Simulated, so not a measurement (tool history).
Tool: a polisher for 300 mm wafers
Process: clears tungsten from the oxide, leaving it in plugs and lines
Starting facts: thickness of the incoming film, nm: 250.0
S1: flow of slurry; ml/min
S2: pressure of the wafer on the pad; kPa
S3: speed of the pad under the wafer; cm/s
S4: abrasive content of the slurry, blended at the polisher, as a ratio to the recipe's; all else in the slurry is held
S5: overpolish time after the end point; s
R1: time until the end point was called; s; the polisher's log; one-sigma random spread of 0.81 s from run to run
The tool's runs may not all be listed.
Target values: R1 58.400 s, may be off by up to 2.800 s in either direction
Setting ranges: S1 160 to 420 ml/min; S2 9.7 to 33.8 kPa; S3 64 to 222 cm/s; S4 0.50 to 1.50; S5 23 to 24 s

Run 1, hour 0.0: S1 270 ml/min, S2 21.4 kPa, S3 142 cm/s, S4 1.00, S5 23 s. Result: R1 45.754 s.
Run 2, hour 1.7: S1 270 ml/min, S2 20.0 kPa, S3 142 cm/s, S4 1.00, S5 23 s. Result: R1 47.287 s.
Run 3, hour 6.4: S1 270 ml/min, S2 20.0 kPa, S3 168 cm/s, S4 1.00, S5 23 s. Result: R1 41.740 s.
Run 4, hour 15.2: S1 270 ml/min, S2 17.9 kPa, S3 166 cm/s, S4 1.00, S5 23 s. Result: R1 45.373 s.
Run 5, hour 23.9: S1 270 ml/min, S2 16.5 kPa, S3 164 cm/s, S4 1.00, S5 23 s. Result: R1 49.062 s.
At hour 28.4: slurry blender recalibrated.
Run 6, hour 28.4: S1 270 ml/min, S2 15.2 kPa, S3 164 cm/s, S4 1.00, S5 23 s. Result: R1 47.159 s.
Run 7, hour 32.5: S1 270 ml/min, S2 13.8 kPa, S3 158 cm/s, S4 1.00, S5 23 s. Result: R1 52.706 s.
Run 8, hour 40.6: S1 270 ml/min, S2 11.7 kPa, S3 156 cm/s, S4 1.00, S5 23 s. Result: R1 61.180 s.

Of the 5 settings listed for the next run, only one would bring every result within its allowed miss of target. Which one?
Run A, hour 48.7: S1 315 ml/min, S2 11.0 kPa, S3 148 cm/s, S4 1.00, S5 24 s. Result: R1 ?.
Run B, hour 48.7: S1 280 ml/min, S2 11.7 kPa, S3 146 cm/s, S4 1.05, S5 24 s. Result: R1 ?.
Run C, hour 48.7: S1 265 ml/min, S2 11.7 kPa, S3 156 cm/s, S4 1.20, S5 24 s. Result: R1 ?.
Run D, hour 48.7: S1 270 ml/min, S2 11.7 kPa, S3 146 cm/s, S4 0.85, S5 24 s. Result: R1 ?.
Run E, hour 48.7: S1 275 ml/min, S2 10.3 kPa, S3 148 cm/s, S4 1.05, S5 23 s. Result: R1 ?.

move      R1
   A  66.379
   B  63.834
   C  57.694
   D  68.523
   E  69.360
A: lands further from the targets than the last run did
B: lands further from the targets than the last run did
C: every result within its allowed miss
D: lands further from the targets than the last run did
E: lands further from the targets than the last run did
The right move is C.

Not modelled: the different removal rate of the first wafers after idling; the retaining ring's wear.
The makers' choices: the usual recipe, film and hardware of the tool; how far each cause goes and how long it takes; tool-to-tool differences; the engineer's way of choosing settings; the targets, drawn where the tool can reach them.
